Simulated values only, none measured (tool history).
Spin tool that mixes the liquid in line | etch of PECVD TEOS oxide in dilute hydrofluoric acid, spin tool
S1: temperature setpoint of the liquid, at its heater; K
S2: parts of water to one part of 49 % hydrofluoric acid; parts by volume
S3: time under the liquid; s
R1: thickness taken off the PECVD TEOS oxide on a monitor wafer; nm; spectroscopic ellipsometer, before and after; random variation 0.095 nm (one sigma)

| run | hour | S1 | S2 | S3 | R1 |
|---|---|---|---|---|---|
| 1 | 0.0 | 294.15 | 215 | 195 | 11.112 |
| 2 | 6.2 | 294.65 | 215 | 195 | 11.463 |
| 3 | 13.3 | 295.15 | 215 | 195 | 11.529 |
| 4 | 20.6 | 295.65 | 215 | 195 | 11.688 |
| 5 | 21.8 | 296.15 | 215 | 195 | 12.035 |
| 6 | 30.7 | 294.15 | 215 | 195 | 10.913 |

Run 7 comes next. What will it give?
| 7 | 36.1 | 294.65 | 215 | 195 | ? |

R1: 11.227 nm
